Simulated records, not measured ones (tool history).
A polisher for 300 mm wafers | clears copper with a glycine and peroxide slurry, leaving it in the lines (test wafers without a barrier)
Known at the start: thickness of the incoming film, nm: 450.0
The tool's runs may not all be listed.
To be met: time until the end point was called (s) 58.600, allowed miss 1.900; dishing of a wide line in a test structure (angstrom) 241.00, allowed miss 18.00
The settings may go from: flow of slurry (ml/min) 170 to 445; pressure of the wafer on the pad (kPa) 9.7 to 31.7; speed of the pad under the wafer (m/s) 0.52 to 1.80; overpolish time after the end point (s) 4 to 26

| run | hour | flow of slurry (ml/min) | pressure of the wafer on the pad (kPa) | speed of the pad under the wafer (m/s) | overpolish time after the end point (s) | time until the end point was called (s) | dishing of a wide line in a test structure (angstrom) |
|---|---|---|---|---|---|---|---|
| 1 | 0.0 | 285 | 20.7 | 1.16 | 13 | 72.306 | 572.16 |
| 2 | 6.6 | 285 | 20.7 | 1.38 | 13 | 64.287 | 615.45 |
| 3 | 11.1 | 300 | 20.0 | 1.44 | 12 | 62.651 | 567.40 |
| 4 | 20.0 | 300 | 20.0 | 1.44 | 8 | 62.907 | 415.12 |
| 5 | 25.6 | 300 | 20.0 | 1.44 | 5 | 64.077 | 268.63 |
| 6 | 30.3 | 300 | 20.0 | 1.64 | 5 | 57.987 | 292.75 |
| 7 | 32.3 | 285 | 20.0 | 1.66 | 5 | 57.363 | 293.97 |
| 8 | 40.5 | 270 | 20.0 | 1.68 | 5 | 57.686 | 280.82 |
| 9 | 46.3 | 265 | 20.0 | 1.68 | 5 | 57.142 | 301.37 |
| 10 | 52.9 | 280 | 19.3 | 1.70 | 5 | 58.350 | 293.44 |
| 11 | 57.1 | 265 | 19.3 | 1.70 | 5 | 58.417 | 286.77 |
| 12 | 65.7 | 255 | 19.3 | 1.72 | 5 | 58.211 | 296.66 |
| 13 | 68.3 | 275 | 18.6 | 1.72 | 5 | 58.017 | 282.52 |
| 14 | 72.2 | 350 | 15.9 | 1.74 | 4 | 64.019 | 228.10 |
| 15 | 76.6 | 350 | 15.9 | 1.74 | 4 | 63.997 | 226.04 |
| 16 | 82.0 | 350 | 15.9 | 1.74 | 4 | 64.186 | 226.97 |

5 next moves are on the table. One of them brings every result within its allowed miss. Which?
| A | 87.4 | 445 | 17.2 | 1.76 | 5 | ? | ? |
| B | 87.4 | 375 | 17.2 | 1.58 | 5 | ? | ? |
| C | 87.4 | 350 | 17.2 | 1.80 | 5 | ? | ? |
| D | 87.4 | 360 | 19.3 | 1.64 | 5 | ? | ? |
| E | 87.4 | 350 | 17.2 | 1.80 | 4 | ? | ? |

| move | time until the end point was called (s) | dishing of a wide line in a test structure (angstrom) |
|---|---|---|
| A | 58.339 | 289.64 |
| B | 63.621 | 268.19 |
| C | 58.421 | 289.22 |
| D | 57.891 | 292.74 |
| E | 58.421 | 236.44 |
A: brings the result that was furthest off to its target, and leaves another outside
B: nearer than the last run, and not there yet
C: brings the result that was furthest off to its target, and leaves another outside
D: brings the result that was furthest off to its target, and leaves another outside
E: meets every target
Answer: E
